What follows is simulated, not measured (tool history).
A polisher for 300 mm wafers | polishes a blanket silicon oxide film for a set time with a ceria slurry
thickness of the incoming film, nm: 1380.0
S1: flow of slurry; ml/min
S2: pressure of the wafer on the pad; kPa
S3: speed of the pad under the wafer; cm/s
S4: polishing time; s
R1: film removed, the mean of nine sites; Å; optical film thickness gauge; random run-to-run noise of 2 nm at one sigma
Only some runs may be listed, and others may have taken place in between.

run 1 hour=0.0 | S1=150 S2=26.2 S3=96 S4=35 | R1=1570.3
run 2 hour=7.1 | S1=150 S2=26.2 S3=108 S4=35 | R1=1769.4
run 3 hour=8.6 | S1=150 S2=24.8 S3=108 S4=35 | R1=1688.7
run 4 hour=11.6 | S1=150 S2=23.4 S3=108 S4=35 | R1=1609.6
run 5 hour=12.6 | S1=150 S2=23.4 S3=128 S4=35 | R1=1841.3
run 6 hour=14.2 | S1=150 S2=26.9 S3=128 S4=35 | R1=2141.3
run 7 hour=19.9 | S1=150 S2=20.0 S3=124 S4=35 | R1=1559.9
-- hour=21.0 head pressure recalibrated
run 8 hour=21.0 | S1=150 S2=19.3 S3=124 S4=35 | R1=1705.4

The next listed run, before its measurement:
run 9 hour=25.6 | S1=150 S2=17.9 S3=122 S4=35 | R1=?

{"run 9": {"R1": 1539.2}}
